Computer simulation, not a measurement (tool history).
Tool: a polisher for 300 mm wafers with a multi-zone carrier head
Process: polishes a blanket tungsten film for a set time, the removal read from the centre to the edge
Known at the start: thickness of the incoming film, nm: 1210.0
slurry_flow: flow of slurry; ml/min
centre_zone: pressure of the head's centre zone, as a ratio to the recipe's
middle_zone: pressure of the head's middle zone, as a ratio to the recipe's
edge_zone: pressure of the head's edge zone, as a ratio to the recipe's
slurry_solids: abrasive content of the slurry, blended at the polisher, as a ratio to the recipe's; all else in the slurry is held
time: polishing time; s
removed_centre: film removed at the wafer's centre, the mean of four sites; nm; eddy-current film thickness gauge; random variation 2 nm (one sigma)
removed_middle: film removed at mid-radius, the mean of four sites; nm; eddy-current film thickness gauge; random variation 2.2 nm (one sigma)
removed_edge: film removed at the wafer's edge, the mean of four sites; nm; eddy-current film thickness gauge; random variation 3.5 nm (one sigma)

run,hour,slurry_flow,centre_zone,middle_zone,edge_zone,slurry_solids,time,removed_centre,removed_middle,removed_edge
1,0,300,1,1,1,1,74,487.74,484.88,494.7
2,7.7,300,1,1.08,1,1,74,490.95,516.39,488.89
3,12.1,300,1,1.03,1,1,74,493.42,496.48,489
4,19.4,260,1,1.03,1,1,74,486.88,488.61,496.99
5,23.3,195,1,1.03,1,1,74,477.21,483.07,487.61
6,26.8,270,1,1.03,1,1,74,487.92,501.31,493.8
7,34.8,315,1.02,0.93,0.9,0.75,53,319.86,294.16,300.73
8,42.4,315,1.02,0.92,0.87,0.75,53,323.02,292.77,290.87

Run 9 comes next. What will it give?
9,43.9,310,1.01,0.9,0.86,0.75,53,?,?,?

removed_centre: 322.91 nm
removed_middle: 286.8 nm
removed_edge: 298.48 nm

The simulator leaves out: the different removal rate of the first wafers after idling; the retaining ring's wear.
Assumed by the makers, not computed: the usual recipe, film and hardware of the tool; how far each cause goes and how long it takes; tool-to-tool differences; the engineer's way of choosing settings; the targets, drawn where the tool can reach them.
